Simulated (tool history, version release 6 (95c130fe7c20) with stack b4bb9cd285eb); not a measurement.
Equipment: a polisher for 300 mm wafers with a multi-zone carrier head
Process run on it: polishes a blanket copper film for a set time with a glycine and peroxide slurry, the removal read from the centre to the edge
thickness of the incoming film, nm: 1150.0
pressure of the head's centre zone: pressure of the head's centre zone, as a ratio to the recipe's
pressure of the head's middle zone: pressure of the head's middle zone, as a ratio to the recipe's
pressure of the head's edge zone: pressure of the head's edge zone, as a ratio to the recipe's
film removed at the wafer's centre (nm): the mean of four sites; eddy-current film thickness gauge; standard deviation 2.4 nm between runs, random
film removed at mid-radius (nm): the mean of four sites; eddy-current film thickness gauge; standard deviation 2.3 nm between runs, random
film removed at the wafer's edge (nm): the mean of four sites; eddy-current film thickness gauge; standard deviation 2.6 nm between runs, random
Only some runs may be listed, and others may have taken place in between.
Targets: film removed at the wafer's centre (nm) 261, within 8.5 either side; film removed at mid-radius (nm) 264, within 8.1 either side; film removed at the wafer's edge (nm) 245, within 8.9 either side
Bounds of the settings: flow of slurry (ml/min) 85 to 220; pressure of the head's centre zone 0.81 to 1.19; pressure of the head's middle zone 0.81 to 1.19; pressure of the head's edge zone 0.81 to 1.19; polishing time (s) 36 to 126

run	hour	flow of slurry (ml/min)	pressure of the head's centre zone	pressure of the head's middle zone	pressure of the head's edge zone	polishing time (s)	film removed at the wafer's centre (nm)	film removed at mid-radius (nm)	film removed at the wafer's edge (nm)
1	0	140	1	1	1	81	435.89	425.42	424.32
2	5.8	140	0.99	1	0.97	75	397.3	394.5	383.99
3	12.5	140	0.99	1	0.93	75	400.12	399.53	381.78
4	19.5	140	0.96	1	0.93	75	387.81	401.29	374.79
5	27.2	140	0.96	1	0.93	64	332.25	341.17	323.15
6	31.4	140	0.96	1	0.93	44	229.3	231.96	222.28
7	32.8	150	0.96	1	0.93	44	234.95	231.86	228.63
8	40.5	155	0.96	1.02	0.93	44	234.89	242.56	225.5
9	43	160	0.96	1.02	0.94	45	240.83	249.48	228.34
10	50.4	160	0.96	1.02	0.94	46	243.59	255.95	239.57
11	53.2	165	0.97	1.02	0.94	46	248.3	260.73	236.51

Which one of the following 4 next-run settings gets every result inside its allowed miss? There is exactly one.
A	56	175	0.98	1.1	0.92	44	?	?	?
B	56	160	0.94	0.95	1.01	51	?	?	?
C	56	170	1	0.95	0.97	46	?	?	?
D	56	140	0.99	1.02	0.93	49	?	?	?

move	film removed at the wafer's centre (nm)	film removed at mid-radius (nm)	film removed at the wafer's edge (nm)
A	242.48	265.06	232.43
B	264.33	266.98	278.84
C	256.97	243.46	248.68
D	259.51	264.88	252.31
A: moves away from the targets compared with the last run
B: gets the furthest-off result to its target, but another result is out of tolerance
C: gets the furthest-off result to its target, but another result is out of tolerance
D: in spec on every target
D meets every target.

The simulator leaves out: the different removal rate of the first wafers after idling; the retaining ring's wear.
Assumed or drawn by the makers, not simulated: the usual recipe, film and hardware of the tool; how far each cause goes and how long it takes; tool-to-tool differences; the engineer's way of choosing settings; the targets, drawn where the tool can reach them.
